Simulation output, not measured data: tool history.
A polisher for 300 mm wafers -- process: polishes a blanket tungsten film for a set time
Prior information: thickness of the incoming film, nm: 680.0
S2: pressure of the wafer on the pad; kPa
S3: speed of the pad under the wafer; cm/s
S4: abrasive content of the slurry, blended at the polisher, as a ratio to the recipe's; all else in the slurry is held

Run 1, day 0: flow of slurry (ml/min) 305, S2 15.9 kPa, S3 114 cm/s, S4 1, polishing time (s) 35. Result: film removed (Å) 1028.9.
Run 2, day 0.3: flow of slurry (ml/min) 305, S2 16.5 kPa, S3 114 cm/s, S4 1, polishing time (s) 35. Result: film removed (Å) 1078.8.
Run 3, day 0.567: flow of slurry (ml/min) 305, S2 16.5 kPa, S3 114 cm/s, S4 1, polishing time (s) 31. Result: film removed (Å) 953.28.
Run 4, day 0.633: flow of slurry (ml/min) 305, S2 16.5 kPa, S3 114 cm/s, S4 1, polishing time (s) 31. Result: film removed (Å) 964.8.
Run 5, day 0.75: flow of slurry (ml/min) 305, S2 17.2 kPa, S3 114 cm/s, S4 1, polishing time (s) 31. Result: film removed (Å) 1001.5.
Run 6, day 0.95: flow of slurry (ml/min) 270, S2 17.2 kPa, S3 114 cm/s, S4 1, polishing time (s) 31. Result: film removed (Å) 967.92.
Run 7, day 1.183: flow of slurry (ml/min) 285, S2 17.9 kPa, S3 114 cm/s, S4 1, polishing time (s) 31. Result: film removed (Å) 1020.6.
Run 8, day 1.429: flow of slurry (ml/min) 295, S2 18.6 kPa, S3 114 cm/s, S4 1, polishing time (s) 31. Result: film removed (Å) 1069.6.
Run 9, day 1.454: flow of slurry (ml/min) 305, S2 19.3 kPa, S3 114 cm/s, S4 1, polishing time (s) 31. Result: film removed (Å) 1095.9.
Run 10, day 1.492: flow of slurry (ml/min) 305, S2 20 kPa, S3 114 cm/s, S4 1, polishing time (s) 31. Result: film removed (Å) 1129.5.
Run 11, day 1.6: flow of slurry (ml/min) 305, S2 20.7 kPa, S3 114 cm/s, S4 1, polishing time (s) 31. Result: film removed (Å) 1189.9.
Run 12, day 1.679: flow of slurry (ml/min) 310, S2 21.4 kPa, S3 114 cm/s, S4 1, polishing time (s) 31. Result: film removed (Å) 1234.5.
Run 13, day 1.912: flow of slurry (ml/min) 315, S2 21.4 kPa, S3 114 cm/s, S4 1, polishing time (s) 31. Result: film removed (Å) 1209.8.
Run 14, day 2.033: flow of slurry (ml/min) 315, S2 22.1 kPa, S3 114 cm/s, S4 1, polishing time (s) 31. Result: film removed (Å) 1264.6.

What will run 15 give?
Run 15, day 2.175: flow of slurry (ml/min) 320, S2 23.4 kPa, S3 114 cm/s, S4 1, polishing time (s) 31. Result: film removed (Å) ?.

For run 15 the tool returned film removed (Å) 1339.7.
